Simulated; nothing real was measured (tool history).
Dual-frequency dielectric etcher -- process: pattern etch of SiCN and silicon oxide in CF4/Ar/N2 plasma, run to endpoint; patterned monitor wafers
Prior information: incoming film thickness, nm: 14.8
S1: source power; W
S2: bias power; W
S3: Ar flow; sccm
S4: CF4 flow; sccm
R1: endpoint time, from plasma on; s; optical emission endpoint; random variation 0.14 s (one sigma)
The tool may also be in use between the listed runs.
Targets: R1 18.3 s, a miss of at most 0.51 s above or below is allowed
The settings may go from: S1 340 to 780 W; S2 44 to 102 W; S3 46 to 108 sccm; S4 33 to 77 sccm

| run | day | S1 | S2 | S3 | S4 | R1 |
|---|---|---|---|---|---|---|
| 1 | 0 | 560 | 73 | 77 | 55 | 13.448 |
| 2 | 0.183 | 530 | 72 | 77 | 55 | 14.149 |
| 3 | 0.221 | 430 | 72 | 77 | 55 | 17.091 |
| 4 | 0.512 | 430 | 84 | 77 | 55 | 16.714 |
| 5 | 0.825 | 430 | 96 | 77 | 55 | 16.175 |
| 6 | 1.054 | 430 | 96 | 77 | 63 | 16.032 |
| 7 | 1.283 | 420 | 96 | 77 | 63 | 16.433 |
| 8 | 1.421 | 410 | 96 | 77 | 63 | 16.589 |
| 9 | 1.454 | 400 | 96 | 77 | 63 | 16.931 |
| 10 | 1.483 | 390 | 96 | 77 | 63 | 17.44 |
| 11 | 1.721 | 380 | 96 | 77 | 63 | 17.724 |

Of the 4 settings listed for the next run, only one would bring every result within its allowed miss of target. Which one?
| A | 1.958 | 360 | 99 | 98 | 54 | ? |
| B | 1.958 | 390 | 93 | 69 | 59 | ? |
| C | 1.958 | 340 | 95 | 81 | 70 | ? |
| D | 1.958 | 370 | 100 | 83 | 66 | ? |

| move | R1 |
|---|---|
| A | 19.518 |
| B | 17.454 |
| C | 19.674 |
| D | 18.177 |
A: carries the result that was furthest off beyond its target, to the other side
B: the biggest miss grows against the last run
C: carries the result that was furthest off beyond its target, to the other side
D: every result within its allowed miss
The move that meets every target is D.
